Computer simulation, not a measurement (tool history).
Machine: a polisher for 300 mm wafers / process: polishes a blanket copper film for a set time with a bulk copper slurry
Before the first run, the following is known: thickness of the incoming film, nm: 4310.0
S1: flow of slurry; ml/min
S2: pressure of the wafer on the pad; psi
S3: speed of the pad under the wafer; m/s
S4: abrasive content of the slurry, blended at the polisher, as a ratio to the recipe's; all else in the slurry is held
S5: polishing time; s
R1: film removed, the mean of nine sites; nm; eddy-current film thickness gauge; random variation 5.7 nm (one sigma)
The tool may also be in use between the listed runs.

run	hour	S1	S2	S3	S4	S5	R1
1	0.0	310	3.3	0.88	1.0	42	319.20
2	2.6	360	3.3	0.88	1.0	42	321.44
3	8.0	360	3.9	0.88	1.0	42	372.63
4	13.3	360	4.1	0.88	1.0	42	373.55
5	19.6	325	4.1	0.88	1.0	42	375.11
6	21.8	380	4.1	0.88	1.0	42	385.85
# hour 30.3: slurry nozzle cleaned
7	30.3	380	4.3	0.88	1.0	42	409.41
8	34.3	385	4.5	0.88	1.0	42	418.17
9	43.3	385	4.6	0.88	1.0	42	422.61
10	45.2	385	4.7	0.90	1.0	42	445.48
11	53.9	385	4.8	0.90	1.0	42	446.72

What does the tool deliver on the next run?
12	54.8	385	4.9	0.90	1.0	42	?

For run 12 the tool returned R1 448.49 nm.
